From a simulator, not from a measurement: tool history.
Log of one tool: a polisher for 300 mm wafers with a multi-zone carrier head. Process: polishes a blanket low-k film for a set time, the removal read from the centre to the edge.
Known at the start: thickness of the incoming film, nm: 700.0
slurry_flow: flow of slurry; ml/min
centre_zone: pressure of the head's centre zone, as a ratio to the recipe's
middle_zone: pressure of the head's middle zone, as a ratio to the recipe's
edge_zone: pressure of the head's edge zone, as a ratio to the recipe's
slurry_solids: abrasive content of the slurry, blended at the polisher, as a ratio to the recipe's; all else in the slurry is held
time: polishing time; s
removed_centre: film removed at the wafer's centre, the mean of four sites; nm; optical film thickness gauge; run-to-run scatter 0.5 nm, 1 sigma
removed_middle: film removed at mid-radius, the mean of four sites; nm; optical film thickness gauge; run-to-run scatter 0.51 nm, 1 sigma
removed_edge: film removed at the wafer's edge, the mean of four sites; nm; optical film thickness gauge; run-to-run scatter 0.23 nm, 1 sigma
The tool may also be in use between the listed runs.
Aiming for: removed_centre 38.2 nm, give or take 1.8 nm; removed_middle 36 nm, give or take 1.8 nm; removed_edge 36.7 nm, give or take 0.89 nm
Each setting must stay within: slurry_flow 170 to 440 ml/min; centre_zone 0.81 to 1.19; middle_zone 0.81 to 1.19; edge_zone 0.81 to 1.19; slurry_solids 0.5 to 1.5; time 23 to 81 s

run	day	slurry_flow	centre_zone	middle_zone	edge_zone	slurry_solids	time	removed_centre	removed_middle	removed_edge
1	0	280	1	1	1	1	52	27.905	28.515	28.44
2	0.229	285	1.01	1.01	1.02	1.05	52	29.501	30.09	29.828
3	0.3	350	1.01	1.01	1.02	1.05	52	30.309	29.966	30.194
4	0.429	350	1.02	1.02	1.03	1.1	52	31.689	31.755	30.865
5	0.733	350	1.02	1.02	0.96	1.1	52	31.493	31.238	29.942
6	0.767	310	1.02	1.02	0.96	1.1	52	30.195	31.861	30.162
7	0.979	315	1.03	1.01	0.97	1.15	52	32.126	31.867	30.567
8	1.058	315	1.03	1.01	0.99	1.15	52	32.617	32.059	30.998
9	1.229	315	1.03	1.01	1.01	1.15	52	32.357	32.195	31.111
10	1.592	315	1.03	1.01	1.03	1.15	52	31.881	32.015	31.548
11	1.646	315	1.04	1.01	1.04	1.15	52	32.99	31.753	31.527

Which of these 5 next moves meets every target?
A	1.7	185	0.82	1.03	1.1	1.2	59	?	?	?
B	1.7	290	1.05	1	1.03	1	63	?	?	?
C	1.7	350	1.14	1	1.05	1.1	56	?	?	?
D	1.7	335	1.04	0.96	1.02	1.05	63	?	?	?
E	1.7	275	0.84	0.98	1.11	1.2	60	?	?	?

move	removed_centre	removed_middle	removed_edge
A	27.527	34.266	35.813
B	36.539	34.295	35.047
C	38.074	32.818	33.727
D	37.852	34.621	36.335
E	30.577	35.395	38.218
A: the worst result of the last run now meets its target, but another is out of spec
B: nearer than the last run, and not there yet
C: nearer than the last run, and not there yet
D: every result within its allowed miss
E: pushes the last run's worst result past its target
Move D is the one to make.
